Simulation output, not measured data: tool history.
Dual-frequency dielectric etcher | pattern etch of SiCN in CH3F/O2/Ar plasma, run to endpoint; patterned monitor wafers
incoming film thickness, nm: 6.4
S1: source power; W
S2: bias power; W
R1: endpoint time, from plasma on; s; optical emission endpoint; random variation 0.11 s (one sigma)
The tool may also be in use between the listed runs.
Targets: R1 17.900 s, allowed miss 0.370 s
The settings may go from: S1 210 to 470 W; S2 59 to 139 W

run	day	S1	S2	R1
1	0.000	340	99	15.523
2	0.129	330	98	15.751
3	0.162	330	114	14.645
4	0.258	330	99	15.732
5	0.388	330	82	16.991
6	0.717	390	82	15.939
7	0.854	380	81	16.325
8	1.083	370	80	16.548
9	1.233	360	79	16.583
10	1.517	350	78	17.136
11	1.658	330	77	17.325

Which of these 4 next moves meets every target?
A	1.800	320	84	?
B	1.800	340	80	?
C	1.800	330	79	?
D	1.800	370	66	?

move	R1
A	16.993
B	16.985
C	17.240
D	17.803
A: further off than the last run
B: further off than the last run
C: further off than the last run
D: meets every target
Move D is the one to make.
